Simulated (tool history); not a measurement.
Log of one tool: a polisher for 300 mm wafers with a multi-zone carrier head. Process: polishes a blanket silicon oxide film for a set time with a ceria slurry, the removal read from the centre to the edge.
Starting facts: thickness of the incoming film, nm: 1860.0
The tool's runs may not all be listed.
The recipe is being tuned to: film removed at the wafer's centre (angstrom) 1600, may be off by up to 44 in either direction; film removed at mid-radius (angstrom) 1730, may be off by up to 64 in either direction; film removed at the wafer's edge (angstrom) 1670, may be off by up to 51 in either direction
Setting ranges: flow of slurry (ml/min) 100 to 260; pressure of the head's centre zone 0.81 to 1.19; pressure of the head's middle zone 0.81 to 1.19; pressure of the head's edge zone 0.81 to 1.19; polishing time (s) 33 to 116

| run | hour | flow of slurry (ml/min) | pressure of the head's centre zone | pressure of the head's middle zone | pressure of the head's edge zone | polishing time (s) | film removed at the wafer's centre (angstrom) | film removed at mid-radius (angstrom) | film removed at the wafer's edge (angstrom) |
|---|---|---|---|---|---|---|---|---|---|
| 1 | 0 | 165 | 1 | 1 | 1 | 74 | 2685.3 | 2776.2 | 2626 |
| 2 | 7.6 | 165 | 1 | 1 | 1 | 88 | 3245.1 | 3254.6 | 3093.7 |
| 3 | 15.5 | 165 | 1 | 1 | 1 | 100 | 3692.8 | 3680.3 | 3599.6 |
| 4 | 21.5 | 160 | 0.98 | 0.98 | 0.98 | 92 | 3281.9 | 3304.3 | 3237.4 |
| 5 | 23.9 | 175 | 0.98 | 0.98 | 0.98 | 92 | 3364.9 | 3384.6 | 3285.3 |
| 6 | 26.6 | 160 | 0.98 | 0.98 | 0.98 | 92 | 3342.9 | 3324.8 | 3243.5 |
| 7 | 28.3 | 155 | 0.96 | 0.97 | 0.97 | 84 | 2986.5 | 3014.8 | 2931.1 |
| 8 | 34.7 | 115 | 0.86 | 0.89 | 0.88 | 63 | 1952.5 | 2090.7 | 2049.2 |
| 9 | 43.6 | 115 | 0.86 | 0.89 | 0.87 | 61 | 1906.1 | 2032.9 | 1937.1 |
| 10 | 50.3 | 115 | 0.85 | 0.88 | 0.87 | 60 | 1854.2 | 1959.9 | 1927.6 |
| 11 | 54 | 115 | 0.84 | 0.88 | 0.86 | 59 | 1827.7 | 1908.2 | 1870.4 |
| 12 | 58.6 | 115 | 0.84 | 0.88 | 0.86 | 58 | 1788.4 | 1925.4 | 1822.1 |
| 13 | 61.4 | 115 | 0.84 | 0.88 | 0.86 | 57 | 1756 | 1893.1 | 1839.1 |
| 14 | 66.8 | 115 | 0.84 | 0.88 | 0.85 | 56 | 1730.1 | 1852.6 | 1762.5 |

Next run, 5 choices. One meets every target within its allowed miss, the rest don't. Which?
| A | 72.2 | 150 | 1.03 | 0.82 | 0.81 | 53 | ? | ? | ? |
| B | 72.2 | 130 | 0.92 | 0.83 | 0.81 | 56 | ? | ? | ? |
| C | 72.2 | 130 | 1.01 | 0.9 | 0.81 | 54 | ? | ? | ? |
| D | 72.2 | 110 | 0.82 | 0.87 | 0.83 | 53 | ? | ? | ? |
| E | 72.2 | 110 | 0.86 | 0.87 | 0.83 | 54 | ? | ? | ? |

| move | film removed at the wafer's centre (angstrom) | film removed at mid-radius (angstrom) | film removed at the wafer's edge (angstrom) |
|---|---|---|---|
| A | 1973.3 | 1761.1 | 1712.9 |
| B | 1881.1 | 1834.5 | 1783.6 |
| C | 1938.4 | 1837.4 | 1718.9 |
| D | 1599.5 | 1731.7 | 1675.6 |
| E | 1683.3 | 1764.1 | 1707.2 |
A: lands further from the targets than the last run did
B: lands further from the targets than the last run did
C: lands further from the targets than the last run did
D: all results in spec
E: nearer the targets than the last run, but a result is still out of spec
Move D is the one to make.
